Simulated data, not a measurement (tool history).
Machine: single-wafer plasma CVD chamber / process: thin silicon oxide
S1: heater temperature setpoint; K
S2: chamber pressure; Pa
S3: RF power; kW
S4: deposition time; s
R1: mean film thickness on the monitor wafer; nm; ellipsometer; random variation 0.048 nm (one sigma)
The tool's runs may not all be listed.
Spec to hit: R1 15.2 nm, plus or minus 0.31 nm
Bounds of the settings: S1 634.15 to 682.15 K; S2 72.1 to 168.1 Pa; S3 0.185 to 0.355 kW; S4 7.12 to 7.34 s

| run | hour | S1 | S2 | S3 | S4 | R1 |
|---|---|---|---|---|---|---|
| 1 | 0 | 658.15 | 120.1 | 0.27 | 7.12 | 12.862 |
| 2 | 8.3 | 658.15 | 125.7 | 0.27 | 7.12 | 13.197 |
| 3 | 14.5 | 658.15 | 125.7 | 0.29 | 7.12 | 13.567 |
| 4 | 23.5 | 658.15 | 125.7 | 0.32 | 7.12 | 14.196 |
| 5 | 29.3 | 662.15 | 125.7 | 0.32 | 7.12 | 14.124 |
| 6 | 36 | 662.15 | 128.4 | 0.32 | 7.12 | 14.261 |
| 7 | 39.6 | 661.15 | 130.7 | 0.32 | 7.12 | 14.542 |
| 8 | 42.1 | 661.15 | 132.3 | 0.32 | 7.12 | 14.634 |
| 9 | 50.3 | 661.15 | 133.7 | 0.32 | 7.12 | 14.708 |

Exercise: of the 4 proposed moves below, exactly one satisfies all targets within the stated allowed misses. Which move is it?
| A | 58.5 | 654.15 | 117.6 | 0.355 | 7.34 | ? |
| B | 58.5 | 660.15 | 122 | 0.33 | 7.28 | ? |
| C | 58.5 | 661.15 | 125.9 | 0.33 | 7.15 | ? |
| D | 58.5 | 665.15 | 135.9 | 0.31 | 7.34 | ? |

| move | R1 |
|---|---|
| A | 14.566 |
| B | 14.36 |
| C | 14.398 |
| D | 15.126 |
A: lands further from the targets than the last run did
B: lands further from the targets than the last run did
C: lands further from the targets than the last run did
D: each result inside its tolerance
Move D is the one to make.
